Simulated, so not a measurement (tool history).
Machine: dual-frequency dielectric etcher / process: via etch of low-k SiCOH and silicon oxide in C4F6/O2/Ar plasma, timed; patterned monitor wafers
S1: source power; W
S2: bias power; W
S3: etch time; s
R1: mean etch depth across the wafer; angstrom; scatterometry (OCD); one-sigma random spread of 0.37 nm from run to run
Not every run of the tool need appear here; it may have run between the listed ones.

run  hour   S1   S2  S3      R1
  1   0.0  470  180  45  1226.0
  2   0.9  450  179  45  1191.4
  3   2.9  500  179  45  1260.0
  4   3.5  550  179  45  1342.3
  5  10.0  520  177  45  1294.9
  6  18.8  590  177  45  1383.3
  7  27.5  490  160  45  1216.0

Forecast run 8:
  8  30.3  480  159  45   ?

{"run 8": {"R1": 1196.9}}
